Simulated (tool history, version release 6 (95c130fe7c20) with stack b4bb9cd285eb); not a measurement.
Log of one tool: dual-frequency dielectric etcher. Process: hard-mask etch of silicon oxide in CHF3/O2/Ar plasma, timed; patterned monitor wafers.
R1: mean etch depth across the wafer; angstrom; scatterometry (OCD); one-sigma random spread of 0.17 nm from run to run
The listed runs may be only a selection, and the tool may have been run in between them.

run 1 hour=0 | source_power_(kW)=0.74 bias_power_(kW)=0.195 etch_time_(s)=16 | R1=398.44
run 2 hour=1.2 | source_power_(kW)=0.74 bias_power_(kW)=0.195 etch_time_(s)=16 | R1=396.37
run 3 hour=4.9 | source_power_(kW)=0.74 bias_power_(kW)=0.195 etch_time_(s)=16 | R1=400.87
run 4 hour=7.5 | source_power_(kW)=0.76 bias_power_(kW)=0.197 etch_time_(s)=16 | R1=403.19
run 5 hour=14.6 | source_power_(kW)=0.78 bias_power_(kW)=0.199 etch_time_(s)=16 | R1=407.66
run 6 hour=19.4 | source_power_(kW)=0.78 bias_power_(kW)=0.199 etch_time_(s)=16 | R1=407.54

Run 7, settings as shown, results not yet in. Your forecast:
run 7 hour=22.6 | source_power_(kW)=0.8 bias_power_(kW)=0.201 etch_time_(s)=16 | R1=?

Run 7 produced R1 409.43 angstrom.
